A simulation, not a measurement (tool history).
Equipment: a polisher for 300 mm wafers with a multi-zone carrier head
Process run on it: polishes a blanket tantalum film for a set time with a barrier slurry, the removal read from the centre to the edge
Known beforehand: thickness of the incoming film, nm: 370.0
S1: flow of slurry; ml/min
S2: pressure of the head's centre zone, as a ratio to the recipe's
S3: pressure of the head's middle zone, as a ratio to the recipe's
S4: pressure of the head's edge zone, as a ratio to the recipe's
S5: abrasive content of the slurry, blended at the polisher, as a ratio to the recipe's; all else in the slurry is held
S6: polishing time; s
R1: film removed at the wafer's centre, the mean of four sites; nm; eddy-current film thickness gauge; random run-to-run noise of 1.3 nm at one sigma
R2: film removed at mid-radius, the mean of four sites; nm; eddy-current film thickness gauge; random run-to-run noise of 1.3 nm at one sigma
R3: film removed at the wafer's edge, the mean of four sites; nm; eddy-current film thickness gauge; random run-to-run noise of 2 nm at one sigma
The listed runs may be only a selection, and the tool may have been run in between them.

run,hour,S1,S2,S3,S4,S5,S6,R1,R2,R3
1,0.0,245,1.00,1.00,1.00,1.00,62,156.84,158.78,152.74
2,4.6,245,1.00,1.00,0.94,1.00,62,155.33,158.47,150.05
3,6.8,240,0.97,0.97,0.94,0.95,62,148.93,151.83,146.40
4,10.0,240,0.97,1.04,0.94,0.95,62,148.06,163.32,150.22
5,14.6,230,0.94,1.00,0.96,0.90,62,142.06,153.63,143.27
6,21.5,240,0.91,0.98,1.01,0.90,60,132.11,145.77,145.49
7,22.5,235,0.90,0.96,1.01,0.90,60,132.53,143.70,141.44

What will run 8 give?
8,27.7,240,0.88,0.94,1.03,0.90,60,?,?,?

R1: 128.84 nm
R2: 139.98 nm
R3: 144.74 nm
